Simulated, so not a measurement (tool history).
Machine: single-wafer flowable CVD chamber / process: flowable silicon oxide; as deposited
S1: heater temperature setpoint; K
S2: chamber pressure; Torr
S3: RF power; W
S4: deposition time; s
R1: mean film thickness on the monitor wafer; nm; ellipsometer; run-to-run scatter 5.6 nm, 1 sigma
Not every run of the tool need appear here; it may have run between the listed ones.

run	hour	S1	S2	S3	S4	R1
1	0	378.15	0.995	2005	1089	774.89
2	8.2	378.15	1.059	2005	1089	821.99
3	11.3	378.15	1.059	2005	1089	821.28
4	14.8	376.15	1.059	2005	1089	883.21
5	23	376.15	0.972	2005	1089	826
6	31.8	370.15	0.972	2005	1089	1031.7
7	40.4	362.15	0.973	2005	1089	1386.6
# hour 49.4: capacitance manometer re-zeroed and calibrated
8	49.4	363.15	0.973	2005	1089	1268.6

The next listed run, before its measurement:
9	50.8	363.15	0.973	2005	1089	?

{"run 9": {"R1": 1278}}
